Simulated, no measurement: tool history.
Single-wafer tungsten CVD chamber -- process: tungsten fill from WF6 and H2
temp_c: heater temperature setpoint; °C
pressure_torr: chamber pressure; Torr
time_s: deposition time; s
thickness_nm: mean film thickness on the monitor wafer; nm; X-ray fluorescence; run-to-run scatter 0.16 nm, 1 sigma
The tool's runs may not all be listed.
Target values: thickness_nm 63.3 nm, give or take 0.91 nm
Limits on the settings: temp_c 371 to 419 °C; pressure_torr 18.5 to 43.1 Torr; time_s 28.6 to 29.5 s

run	hour	temp_c	pressure_torr	time_s	thickness_nm
1	0	395	30.8	28.6	73.377
2	3.1	392	30.8	28.6	69.986
3	5.4	400	30.8	28.6	79.939
4	7.7	396	30.7	28.6	74.285
5	16.3	393	30.7	28.6	71.014
6	22.2	382	30.7	28.6	58.61
7	28	382	30.7	28.6	58.982
8	29.2	383	30.7	28.6	59.527

5 next moves are on the table. One of them brings every result within its allowed miss. Which?
A	30.4	383	32.2	29.5	?
B	30.4	381	28.4	28.8	?
C	30.4	376	34.9	28.8	?
D	30.4	384	26.2	28.9	?
E	30.4	386	35.1	28.6	?

move	thickness_nm
A	62.985
B	56.174
C	56.272
D	57.343
E	66.82
A: every result within its allowed miss
B: further off than the last run
C: further off than the last run
D: further off than the last run
E: pushes the last run's worst result past its target
So the answer is move A, the one that meets all the targets.
